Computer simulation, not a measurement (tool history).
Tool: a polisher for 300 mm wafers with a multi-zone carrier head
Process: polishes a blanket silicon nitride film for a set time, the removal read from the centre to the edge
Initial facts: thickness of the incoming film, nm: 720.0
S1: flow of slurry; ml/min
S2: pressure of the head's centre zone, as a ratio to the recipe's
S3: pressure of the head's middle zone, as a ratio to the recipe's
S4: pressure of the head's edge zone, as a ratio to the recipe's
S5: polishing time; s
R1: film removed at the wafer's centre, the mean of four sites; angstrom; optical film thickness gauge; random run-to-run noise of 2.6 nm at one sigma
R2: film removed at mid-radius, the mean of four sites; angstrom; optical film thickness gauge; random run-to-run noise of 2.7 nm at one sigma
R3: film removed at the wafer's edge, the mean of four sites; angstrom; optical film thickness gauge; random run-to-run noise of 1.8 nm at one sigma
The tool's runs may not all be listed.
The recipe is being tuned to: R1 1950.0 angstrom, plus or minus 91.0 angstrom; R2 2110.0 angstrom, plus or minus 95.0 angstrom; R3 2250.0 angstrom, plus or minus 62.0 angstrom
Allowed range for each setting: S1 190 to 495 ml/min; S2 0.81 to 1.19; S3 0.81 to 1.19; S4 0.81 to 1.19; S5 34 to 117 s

run 1 hour=0.0 | S1=320 S2=1.00 S3=1.00 S4=1.00 S5=75 | R1=1815.6 R2=1847.0 R3=1863.3
run 2 hour=0.9 | S1=320 S2=0.99 S3=1.01 S4=1.04 S5=77 | R1=1881.8 R2=1989.9 R3=1945.4
run 3 hour=4.0 | S1=320 S2=0.99 S3=1.01 S4=1.04 S5=66 | R1=1588.9 R2=1694.6 R3=1678.2
run 4 hour=6.8 | S1=320 S2=1.04 S3=1.01 S4=1.04 S5=66 | R1=1708.4 R2=1674.4 R3=1668.8
run 5 hour=13.7 | S1=320 S2=0.96 S3=1.01 S4=1.04 S5=66 | R1=1540.6 R2=1642.1 R3=1673.6
run 6 hour=21.2 | S1=320 S2=0.95 S3=1.00 S4=1.07 S5=70 | R1=1644.2 R2=1819.5 R3=1788.8
run 7 hour=25.1 | S1=320 S2=0.93 S3=0.96 S4=1.08 S5=74 | R1=1665.6 R2=1794.6 R3=1915.7
run 8 hour=30.9 | S1=325 S2=0.93 S3=0.96 S4=1.10 S5=76 | R1=1700.7 R2=1857.5 R3=1947.8
run 9 hour=35.4 | S1=325 S2=0.93 S3=0.95 S4=1.10 S5=79 | R1=1785.3 R2=1907.5 R3=2064.3
run 10 hour=40.9 | S1=325 S2=0.93 S3=0.95 S4=1.11 S5=80 | R1=1817.4 R2=1956.4 R3=2097.1
run 11 hour=45.2 | S1=325 S2=0.93 S3=0.95 S4=1.12 S5=81 | R1=1840.1 R2=1976.3 R3=2157.3
run 12 hour=51.9 | S1=325 S2=0.94 S3=0.96 S4=1.13 S5=81 | R1=1840.5 R2=1997.7 R3=2128.6
run 13 hour=55.0 | S1=325 S2=0.94 S3=0.96 S4=1.14 S5=82 | R1=1883.1 R2=1995.5 R3=2168.7

Which single option among these 5 for the next run brings every result within its allowed miss of target? Just one does.
run A hour=58.1 | S1=260 S2=0.98 S3=0.95 S4=1.08 S5=82 | R1=? R2=? R3=?
run B hour=58.1 | S1=360 S2=0.87 S3=0.96 S4=1.16 S5=83 | R1=? R2=? R3=?
run C hour=58.1 | S1=320 S2=1.05 S3=0.94 S4=1.17 S5=80 | R1=? R2=? R3=?
run D hour=58.1 | S1=335 S2=0.92 S3=0.95 S4=1.08 S5=86 | R1=? R2=? R3=?
run E hour=58.1 | S1=360 S2=0.92 S3=1.08 S4=1.10 S5=83 | R1=? R2=? R3=?

move=A R1=1939.9 R2=1969.4 R3=2090.3
move=B R1=1801.2 R2=2074.3 R3=2246.0
move=C R1=2075.2 R2=1943.0 R3=2158.4
move=D R1=1961.4 R2=2117.5 R3=2233.8
move=E R1=1907.2 R2=2291.4 R3=2182.2
A: the biggest miss grows against the last run
B: gets the furthest-off result to its target, but another result is out of tolerance
C: the biggest miss grows against the last run
D: every result within its allowed miss
E: the biggest miss grows against the last run
Move D is the one to make.
